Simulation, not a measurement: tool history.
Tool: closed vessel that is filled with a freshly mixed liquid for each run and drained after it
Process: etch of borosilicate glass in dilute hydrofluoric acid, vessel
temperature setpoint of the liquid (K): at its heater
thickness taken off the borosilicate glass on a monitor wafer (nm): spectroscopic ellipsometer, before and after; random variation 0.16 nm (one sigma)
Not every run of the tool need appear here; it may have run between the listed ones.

run,hour,temperature setpoint of the liquid (K),parts of water to one part of 49 % hydrofluoric acid (parts by volume),time in the liquid (s),thickness taken off the borosilicate glass on a monitor wafer (nm)
1,0.0,297.15,225,90,14.449
2,7.4,299.15,220,90,16.009
3,11.1,299.15,285,90,11.511
4,16.1,296.15,285,90,10.274
5,19.5,296.15,250,90,12.186
6,26.7,296.15,250,95,12.937
7,27.7,298.65,245,95,14.282
8,29.3,300.15,235,95,16.194

Run 9 comes next. What will it give?
9,29.8,301.15,230,95,?

{"run 9": {"thickness taken off the borosilicate glass on a monitor wafer (nm)": 16.899}}
